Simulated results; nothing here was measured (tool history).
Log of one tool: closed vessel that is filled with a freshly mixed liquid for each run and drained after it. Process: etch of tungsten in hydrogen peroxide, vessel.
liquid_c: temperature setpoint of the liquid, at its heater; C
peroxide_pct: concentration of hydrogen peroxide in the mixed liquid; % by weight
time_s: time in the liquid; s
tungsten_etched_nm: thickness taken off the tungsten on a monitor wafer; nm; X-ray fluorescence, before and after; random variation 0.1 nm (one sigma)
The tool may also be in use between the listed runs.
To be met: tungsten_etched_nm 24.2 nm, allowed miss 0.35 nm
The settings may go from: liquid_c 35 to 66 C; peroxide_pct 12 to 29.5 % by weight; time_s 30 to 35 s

{"run": 1, "hour": 0.0, "liquid_c": 51, "peroxide_pct": 20, "time_s": 35, "tungsten_etched_nm": 40.166}
{"run": 2, "hour": 6.1, "liquid_c": 50, "peroxide_pct": 20, "time_s": 35, "tungsten_etched_nm": 37.867}
{"run": 3, "hour": 13.0, "liquid_c": 50, "peroxide_pct": 20, "time_s": 35, "tungsten_etched_nm": 37.716}
{"run": 4, "hour": 17.0, "liquid_c": 53.5, "peroxide_pct": 20, "time_s": 35, "tungsten_etched_nm": 46.848}
{"run": 5, "hour": 21.6, "liquid_c": 52, "peroxide_pct": 20, "time_s": 35, "tungsten_etched_nm": 42.856}
{"run": 6, "hour": 24.9, "liquid_c": 47.5, "peroxide_pct": 20, "time_s": 35, "tungsten_etched_nm": 32.848}
{"run": 7, "hour": 34.1, "liquid_c": 47, "peroxide_pct": 20, "time_s": 35, "tungsten_etched_nm": 31.631}
{"hour": 36.9, "done": "new drum of peroxide connected"}
{"run": 8, "hour": 36.9, "liquid_c": 46.5, "peroxide_pct": 20, "time_s": 35, "tungsten_etched_nm": 31.884}
{"run": 9, "hour": 45.9, "liquid_c": 46, "peroxide_pct": 20, "time_s": 35, "tungsten_etched_nm": 30.876}
{"run": 10, "hour": 52.8, "liquid_c": 41, "peroxide_pct": 20, "time_s": 35, "tungsten_etched_nm": 22.341}

Which of these 4 next moves meets every target?
{"run": "A", "hour": 59.7, "liquid_c": 40.5, "peroxide_pct": 25, "time_s": 35, "tungsten_etched_nm": "?"}
{"run": "B", "hour": 59.7, "liquid_c": 42, "peroxide_pct": 20.5, "time_s": 30, "tungsten_etched_nm": "?"}
{"run": "C", "hour": 59.7, "liquid_c": 42, "peroxide_pct": 22.5, "time_s": 35, "tungsten_etched_nm": "?"}
{"run": "D", "hour": 59.7, "liquid_c": 42, "peroxide_pct": 22, "time_s": 35, "tungsten_etched_nm": "?"}

move=A tungsten_etched_nm=24.255
move=B tungsten_etched_nm=20.741
move=C tungsten_etched_nm=25.351
move=D tungsten_etched_nm=25.068
A: meets every target
B: further off than the last run
C: takes the result that was furthest off past its target
D: takes the result that was furthest off past its target
Answer: A

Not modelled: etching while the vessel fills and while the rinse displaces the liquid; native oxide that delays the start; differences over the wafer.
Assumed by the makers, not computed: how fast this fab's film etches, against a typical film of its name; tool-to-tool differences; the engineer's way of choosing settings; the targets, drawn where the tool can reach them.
